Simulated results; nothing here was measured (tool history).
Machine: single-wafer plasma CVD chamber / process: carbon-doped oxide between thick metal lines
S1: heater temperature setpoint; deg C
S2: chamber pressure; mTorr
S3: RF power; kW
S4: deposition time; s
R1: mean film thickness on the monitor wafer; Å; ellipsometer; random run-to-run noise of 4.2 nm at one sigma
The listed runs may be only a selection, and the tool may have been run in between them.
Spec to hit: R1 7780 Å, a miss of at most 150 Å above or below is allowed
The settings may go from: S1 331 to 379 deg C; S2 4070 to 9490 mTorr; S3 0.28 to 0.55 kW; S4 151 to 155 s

run  hour   S1    S2     S3   S4      R1
  1     0  355  6780  0.415  151    6721
  2     2  354  6930   0.43  151  7059.9
  3   3.8  354  6930   0.43  151  7064.9
  4  12.5  354  6160   0.43  151  6930.4
  5  20.9  364  6160   0.43  151  6735.1
     22.3  -- thermocouple changed; heater temperature recalibrated
  6  22.3  364  5670   0.43  151  6683.1
  7  28.9  361  6000   0.44  151  6849.6
  8  31.9  358  6350  0.445  151  7084.5
  9  34.9  346  7540  0.455  151  7569.6
 10  43.2  345  7620  0.455  151  7555.1
 11    46  344  7700  0.455  151  7545.1
 12  53.4  344  7770  0.455  151  7628.3

Which single option among these 5 for the next run brings every result within its allowed miss of target? Just one does.
  A  60.8  337  6960   0.43  151   ?
  B  60.8  340  8330  0.445  155   ?
  C  60.8  346  7030   0.46  151   ?
  D  60.8  343  8430  0.445  151   ?
  E  60.8  344  7840  0.445  151   ?

move      R1
   A  7294.8
   B    7728
   C  7523.3
   D  7460.4
   E  7409.2
A: its largest miss is bigger than the last run's
B: each result inside its tolerance
C: its largest miss is bigger than the last run's
D: its largest miss is bigger than the last run's
E: its largest miss is bigger than the last run's
B meets every target.

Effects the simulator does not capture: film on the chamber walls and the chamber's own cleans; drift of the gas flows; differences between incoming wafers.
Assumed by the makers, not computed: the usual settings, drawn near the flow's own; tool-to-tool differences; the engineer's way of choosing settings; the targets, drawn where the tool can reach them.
